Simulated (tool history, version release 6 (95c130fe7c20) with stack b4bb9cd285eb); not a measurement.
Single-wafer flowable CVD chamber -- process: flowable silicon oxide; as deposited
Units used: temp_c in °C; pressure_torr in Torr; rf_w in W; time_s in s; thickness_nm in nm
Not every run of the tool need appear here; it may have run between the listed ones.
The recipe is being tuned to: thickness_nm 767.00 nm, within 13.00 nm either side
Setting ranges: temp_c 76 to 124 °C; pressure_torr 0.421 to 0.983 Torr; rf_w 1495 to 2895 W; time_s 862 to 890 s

run 1 hour=0.0 | temp_c=100 pressure_torr=0.702 rf_w=2195 time_s=862 | thickness_nm=437.09
run 2 hour=1.7 | temp_c=100 pressure_torr=0.702 rf_w=2510 time_s=862 | thickness_nm=447.22
run 3 hour=3.7 | temp_c=105 pressure_torr=0.702 rf_w=2510 time_s=862 | thickness_nm=377.27
run 4 hour=10.4 | temp_c=105 pressure_torr=0.769 rf_w=2510 time_s=862 | thickness_nm=412.42
run 5 hour=15.4 | temp_c=105 pressure_torr=0.769 rf_w=2510 time_s=862 | thickness_nm=418.27
run 6 hour=20.8 | temp_c=102 pressure_torr=0.769 rf_w=2510 time_s=862 | thickness_nm=454.91
run 7 hour=25.4 | temp_c=100 pressure_torr=0.769 rf_w=2510 time_s=862 | thickness_nm=484.68
run 8 hour=28.5 | temp_c=98 pressure_torr=0.769 rf_w=2510 time_s=862 | thickness_nm=519.75
run 9 hour=36.6 | temp_c=96 pressure_torr=0.769 rf_w=2510 time_s=862 | thickness_nm=551.35
run 10 hour=40.3 | temp_c=94 pressure_torr=0.769 rf_w=2510 time_s=862 | thickness_nm=582.14
run 11 hour=46.5 | temp_c=84 pressure_torr=0.770 rf_w=2510 time_s=862 | thickness_nm=786.15

4 next moves are on the table. One of them brings every result within its allowed miss. Which?
run A hour=52.7 | temp_c=87 pressure_torr=0.855 rf_w=2510 time_s=873 | thickness_nm=?
run B hour=52.7 | temp_c=86 pressure_torr=0.803 rf_w=2455 time_s=862 | thickness_nm=?
run C hour=52.7 | temp_c=80 pressure_torr=0.713 rf_w=2415 time_s=862 | thickness_nm=?
run D hour=52.7 | temp_c=77 pressure_torr=0.657 rf_w=2145 time_s=878 | thickness_nm=?

move=A thickness_nm=808.85
move=B thickness_nm=770.08
move=C thickness_nm=810.71
move=D thickness_nm=811.61
A: further off than the last run
B: in spec on every target
C: further off than the last run
D: further off than the last run
B is the move that brings every result within its allowed miss.

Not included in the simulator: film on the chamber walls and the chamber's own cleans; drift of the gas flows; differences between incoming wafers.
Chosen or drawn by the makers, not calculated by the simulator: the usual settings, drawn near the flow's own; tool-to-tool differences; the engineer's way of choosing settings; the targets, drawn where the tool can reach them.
